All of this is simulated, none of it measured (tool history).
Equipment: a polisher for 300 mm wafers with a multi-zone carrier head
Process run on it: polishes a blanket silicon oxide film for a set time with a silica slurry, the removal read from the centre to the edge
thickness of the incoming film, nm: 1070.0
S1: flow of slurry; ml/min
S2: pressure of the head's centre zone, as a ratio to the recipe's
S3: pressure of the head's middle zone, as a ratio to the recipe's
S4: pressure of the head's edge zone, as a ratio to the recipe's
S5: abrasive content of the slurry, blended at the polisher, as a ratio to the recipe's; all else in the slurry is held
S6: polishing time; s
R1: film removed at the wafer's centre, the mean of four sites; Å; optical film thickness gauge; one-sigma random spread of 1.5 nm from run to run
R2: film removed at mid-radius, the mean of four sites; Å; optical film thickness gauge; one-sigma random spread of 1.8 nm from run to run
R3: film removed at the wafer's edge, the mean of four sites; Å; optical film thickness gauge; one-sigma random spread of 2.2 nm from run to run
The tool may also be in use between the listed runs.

| run | hour | S1 | S2 | S3 | S4 | S5 | S6 | R1 | R2 | R3 |
|---|---|---|---|---|---|---|---|---|---|---|
| 1 | 0 | 275 | 1 | 1 | 1 | 1 | 88 | 1642.4 | 1625.6 | 1601.8 |
| 2 | 3.1 | 285 | 1.01 | 1.02 | 1.05 | 1.05 | 88 | 1686.9 | 1695.8 | 1691.3 |
| 3 | 4.7 | 285 | 1.01 | 1.02 | 0.98 | 1.05 | 88 | 1706.2 | 1728.6 | 1645.8 |
| 4 | 6.1 | 300 | 1.02 | 1.03 | 1.03 | 1.1 | 88 | 1778.6 | 1793.9 | 1751.5 |
| 5 | 12.5 | 325 | 1.02 | 1.03 | 1.06 | 1.1 | 88 | 1791.6 | 1795.6 | 1784.8 |
| 6 | 17.9 | 325 | 1.08 | 1.03 | 1.06 | 1.1 | 88 | 1880.1 | 1800.1 | 1776.7 |
| 7 | 22.3 | 325 | 1.08 | 1.03 | 1.06 | 1.1 | 88 | 1874.9 | 1774.5 | 1739.3 |
| 8 | 28.2 | 340 | 1.07 | 1.04 | 1.09 | 1.15 | 88 | 1890.9 | 1864.4 | 1849 |

What does the tool deliver on the next run?
| 9 | 36.9 | 345 | 1.07 | 1.04 | 1.11 | 1.15 | 88 | ? | ? | ? |

R1: 1946.6 Å
R2: 1863.6 Å
R3: 1805.3 Å
